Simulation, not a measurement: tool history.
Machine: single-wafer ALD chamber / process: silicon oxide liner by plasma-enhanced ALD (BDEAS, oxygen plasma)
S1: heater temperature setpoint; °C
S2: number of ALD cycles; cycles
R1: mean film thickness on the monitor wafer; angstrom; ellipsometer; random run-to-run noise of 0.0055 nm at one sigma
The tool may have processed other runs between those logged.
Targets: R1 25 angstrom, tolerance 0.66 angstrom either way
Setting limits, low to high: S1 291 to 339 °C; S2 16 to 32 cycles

run    day   S1  S2      R1
  1      0  315  24  21.853
  2  0.138  307  24   22.14
  3  0.458  307  25  23.049
  4  0.608  302  25  23.183
  5  0.712  302  22   20.48
  6  0.912  302  23  21.333
  7  0.975  302  24  22.258
  8  1.067  302  25  23.175
  9   1.15  302  26  24.036

Which one of the following 5 next-run settings gets every result inside its allowed miss? There is exactly one.
  A  1.233  307  29   ?
  B  1.233  303  27   ?
  C  1.233  306  25   ?
  D  1.233  295  25   ?
  E  1.233  309  24   ?

move      R1
   A  26.823
   B    25.1
   C  23.152
   D  23.633
   E  22.142
A: moves the result that the last run missed by most past its target, out the other side
B: each result inside its tolerance
C: further off than the last run
D: further off than the last run
E: further off than the last run
Go with B: it meets all targets.
